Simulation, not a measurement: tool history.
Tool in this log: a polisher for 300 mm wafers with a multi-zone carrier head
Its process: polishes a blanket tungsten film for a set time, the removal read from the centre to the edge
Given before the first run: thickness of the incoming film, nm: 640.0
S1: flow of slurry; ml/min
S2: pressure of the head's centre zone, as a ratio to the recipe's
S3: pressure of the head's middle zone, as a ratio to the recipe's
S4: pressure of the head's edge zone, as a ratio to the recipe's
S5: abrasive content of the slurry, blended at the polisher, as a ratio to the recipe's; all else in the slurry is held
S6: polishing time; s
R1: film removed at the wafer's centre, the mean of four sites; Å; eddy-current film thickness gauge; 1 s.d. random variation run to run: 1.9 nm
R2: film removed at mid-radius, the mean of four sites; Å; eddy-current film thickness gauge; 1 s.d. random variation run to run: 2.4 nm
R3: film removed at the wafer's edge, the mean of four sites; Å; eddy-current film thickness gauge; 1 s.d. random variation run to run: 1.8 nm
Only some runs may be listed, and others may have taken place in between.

Run 1, hour 0: S1 280 ml/min, S2 1, S3 1, S4 1, S5 1, S6 53 s. Result: R1 2482.9 Å, R2 2721.2 Å, R3 2697.8 Å.
Run 2, hour 4.4: S1 280 ml/min, S2 1, S3 0.95, S4 1, S5 1, S6 53 s. Result: R1 2424.4 Å, R2 2615.7 Å, R3 2723.1 Å.
Run 3, hour 9.4: S1 270 ml/min, S2 1.03, S3 0.91, S4 0.97, S5 0.9, S6 53 s. Result: R1 2440.7 Å, R2 2488.1 Å, R3 2628.2 Å.
Run 4, hour 18.1: S1 270 ml/min, S2 0.97, S3 0.91, S4 0.97, S5 0.9, S6 53 s. Result: R1 2306.2 Å, R2 2425 Å, R3 2622.8 Å.
Run 5, hour 19.9: S1 260 ml/min, S2 1, S3 0.88, S4 0.95, S5 0.8, S6 53 s. Result: R1 2293.3 Å, R2 2315.3 Å, R3 2518.9 Å.
Run 6, hour 27.6: S1 260 ml/min, S2 0.96, S3 0.88, S4 0.95, S5 0.8, S6 53 s. Result: R1 2228.3 Å, R2 2314.1 Å, R3 2505.4 Å.
Run 7, hour 29.6: S1 255 ml/min, S2 0.99, S3 0.86, S4 0.94, S5 0.75, S6 53 s. Result: R1 2262.3 Å, R2 2264.8 Å, R3 2500.5 Å.

Run 8 has not been measured yet. What should we expect?
Run 8, hour 32.3: S1 250 ml/min, S2 1.01, S3 0.85, S4 0.93, S5 0.7, S6 53 s. Result: R1 ?, R2 ?, R3 ?.

R1: 2258.4 Å
R2: 2161.7 Å
R3: 2428.2 Å

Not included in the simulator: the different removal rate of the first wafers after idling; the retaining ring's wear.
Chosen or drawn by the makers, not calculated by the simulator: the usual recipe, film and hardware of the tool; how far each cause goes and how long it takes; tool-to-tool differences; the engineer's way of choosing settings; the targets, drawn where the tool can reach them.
